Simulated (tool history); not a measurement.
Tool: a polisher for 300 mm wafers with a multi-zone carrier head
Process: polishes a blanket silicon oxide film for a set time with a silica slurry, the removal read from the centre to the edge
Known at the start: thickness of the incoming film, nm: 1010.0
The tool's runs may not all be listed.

run  hour  flow of slurry (ml/min)  pressure of the head's centre zone  pressure of the head's middle zone  pressure of the head's edge zone  abrasive content of the slurry  polishing time (s)  film removed at the wafer's centre (nm)  film removed at mid-radius (nm)  film removed at the wafer's edge (nm)
  1     0                      310                                   1                                   1                                 1                               1                  41                                   132.18                           128.01                                 127.32
  2   6.7                      310                                   1                                0.96                                 1                               1                  41                                   136.32                           122.62                                    130
  3   9.1                      310                                   1                                0.96                              1.05                               1                  41                                    134.9                           125.33                                 133.21
  4  12.2                      310                                1.01                                0.98                              1.02                             0.9                  38                                    118.4                           105.15                                 114.33
  5  14.4                      380                                1.01                                0.98                              1.02                             0.9                  38                                   117.56                           110.37                                 112.72
  6  19.8                      395                                1.02                                   1                              0.99                             0.8                  36                                   102.85                           97.156                                 95.274
  7  20.8                      395                                1.02                                   1                              0.99                             0.8                  36                                   101.43                           96.298                                 96.106
  8  24.5                      400                                1.03                                1.01                              0.96                            0.75                  36                                   98.041                           91.419                                  88.72
  9    29                      400                                1.03                                1.01                              0.94                             0.7                  36                                   90.078                           86.561                                 82.072
 10  35.1                      400                                1.03                                   1                              0.92                             0.7                  36                                   90.424                           84.059                                 81.208
 11  36.1                      400                                1.03                                   1                               0.9                             0.7                  36                                   88.224                           83.586                                 79.349
 12  43.2                      400                                1.03                                   1                              0.88                             0.7                  36                                    91.59                           83.309                                 80.708
 13  44.2                      400                                1.03                                1.01                              0.87                            0.65                  36                                   80.217                           76.893                                 72.528
 14  48.4                      395                                1.04                                1.01                              0.86                            0.65                  36                                   80.236                            78.18                                 70.645

The next listed run, before its measurement:
 15  50.8                      390                                1.04                                   1                              0.85                            0.65                  36                                        ?                                ?                                      ?

Run 15 gave film removed at the wafer's centre (nm) 81.936, film removed at mid-radius (nm) 76.529, film removed at the wafer's edge (nm) 71.583.

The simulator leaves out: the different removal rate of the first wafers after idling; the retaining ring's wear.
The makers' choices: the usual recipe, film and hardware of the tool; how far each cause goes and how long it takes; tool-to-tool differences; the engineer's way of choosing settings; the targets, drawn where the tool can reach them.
